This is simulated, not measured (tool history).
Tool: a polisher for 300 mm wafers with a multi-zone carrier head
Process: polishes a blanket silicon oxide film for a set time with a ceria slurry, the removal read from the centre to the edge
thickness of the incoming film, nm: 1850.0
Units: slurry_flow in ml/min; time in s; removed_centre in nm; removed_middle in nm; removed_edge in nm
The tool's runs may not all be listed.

run,hour,slurry_flow,centre_zone,middle_zone,edge_zone,time,removed_centre,removed_middle,removed_edge
1,0,180,1,1,1,42,231.79,235.32,223.38
2,6.5,205,1.05,0.99,1.04,42,249.09,234.62,239.07
3,15.3,240,1.05,0.99,1.04,42,252.87,239.4,238.65
4,23.2,240,1.05,0.99,1.04,47,287.2,270.35,261.86
5,29,240,1.09,0.99,1.04,47,297.01,267.33,274.74
6,34,275,1.09,0.99,1.04,47,300.34,273.06,266.62

Run 7 comes next. What will it give?
7,40,270,1.09,0.97,1.03,47,?,?,?

Run 7 gave removed_centre 299.13 nm, removed_middle 270.37 nm, removed_edge 266.61 nm.

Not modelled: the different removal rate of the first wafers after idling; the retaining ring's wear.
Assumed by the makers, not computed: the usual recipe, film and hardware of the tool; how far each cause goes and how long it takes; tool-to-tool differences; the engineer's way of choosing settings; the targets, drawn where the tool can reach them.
